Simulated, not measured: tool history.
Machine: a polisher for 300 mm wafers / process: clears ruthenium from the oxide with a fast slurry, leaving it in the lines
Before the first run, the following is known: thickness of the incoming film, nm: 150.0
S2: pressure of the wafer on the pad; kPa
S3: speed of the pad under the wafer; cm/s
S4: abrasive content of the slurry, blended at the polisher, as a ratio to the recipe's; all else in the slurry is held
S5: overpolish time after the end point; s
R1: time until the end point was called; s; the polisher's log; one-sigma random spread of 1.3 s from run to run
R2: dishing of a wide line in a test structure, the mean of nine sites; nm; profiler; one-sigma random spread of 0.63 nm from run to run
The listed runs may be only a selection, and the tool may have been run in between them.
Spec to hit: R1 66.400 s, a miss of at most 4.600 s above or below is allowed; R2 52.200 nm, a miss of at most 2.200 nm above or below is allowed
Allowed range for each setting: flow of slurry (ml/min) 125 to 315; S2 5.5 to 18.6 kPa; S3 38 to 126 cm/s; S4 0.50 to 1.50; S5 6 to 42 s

{"run": 1, "hour": 0.0, "flow of slurry (ml/min)": 205, "S2": 11.7, "S3": 82, "S4": 1.0, "S5": 21, "R1": 88.392, "R2": 27.39}
{"run": 2, "hour": 8.6, "flow of slurry (ml/min)": 205, "S2": 13.1, "S3": 82, "S4": 1.0, "S5": 24, "R1": 82.752, "R2": 32.32}
{"run": 3, "hour": 13.7, "flow of slurry (ml/min)": 205, "S2": 13.8, "S3": 84, "S4": 1.0, "S5": 27, "R1": 77.3, "R2": 37.684}
{"run": 4, "hour": 15.0, "flow of slurry (ml/min)": 205, "S2": 14.5, "S3": 84, "S4": 1.0, "S5": 29, "R1": 74.034, "R2": 40.562}
{"run": 5, "hour": 21.3, "flow of slurry (ml/min)": 165, "S2": 14.5, "S3": 84, "S4": 1.0, "S5": 29, "R1": 78.081, "R2": 39.138}
{"run": 6, "hour": 29.0, "flow of slurry (ml/min)": 145, "S2": 14.5, "S3": 84, "S4": 1.0, "S5": 29, "R1": 77.659, "R2": 39.732}
{"run": 7, "hour": 29.6, "flow of slurry (ml/min)": 145, "S2": 14.5, "S3": 84, "S4": 1.0, "S5": 29, "R1": 77.662, "R2": 39.593}
{"run": 8, "hour": 33.3, "flow of slurry (ml/min)": 145, "S2": 15.2, "S3": 86, "S4": 1.0, "S5": 31, "R1": 73.591, "R2": 42.618}

Of the 5 settings listed for the next run, only one would bring every result within its allowed miss of target. Which one?
{"run": "A", "hour": 37.0, "flow of slurry (ml/min)": 135, "S2": 15.9, "S3": 86, "S4": 1.05, "S5": 28, "R1": "?", "R2": "?"}
{"run": "B", "hour": 37.0, "flow of slurry (ml/min)": 160, "S2": 14.5, "S3": 86, "S4": 0.9, "S5": 40, "R1": "?", "R2": "?"}
{"run": "C", "hour": 37.0, "flow of slurry (ml/min)": 130, "S2": 18.6, "S3": 76, "S4": 1.2, "S5": 37, "R1": "?", "R2": "?"}
{"run": "D", "hour": 37.0, "flow of slurry (ml/min)": 130, "S2": 17.2, "S3": 86, "S4": 1.1, "S5": 21, "R1": "?", "R2": "?"}
{"run": "E", "hour": 37.0, "flow of slurry (ml/min)": 200, "S2": 15.9, "S3": 72, "S4": 1.0, "S5": 25, "R1": "?", "R2": "?"}

move=A R1=70.090 R2=40.778
move=B R1=77.735 R2=48.889
move=C R1=66.994 R2=51.277
move=D R1=65.063 R2=34.602
move=E R1=80.639 R2=33.510
A: lands further from the targets than the last run did
B: nearer than the last run, and not there yet
C: meets every target
D: lands further from the targets than the last run did
E: lands further from the targets than the last run did
The move that meets every target is C.

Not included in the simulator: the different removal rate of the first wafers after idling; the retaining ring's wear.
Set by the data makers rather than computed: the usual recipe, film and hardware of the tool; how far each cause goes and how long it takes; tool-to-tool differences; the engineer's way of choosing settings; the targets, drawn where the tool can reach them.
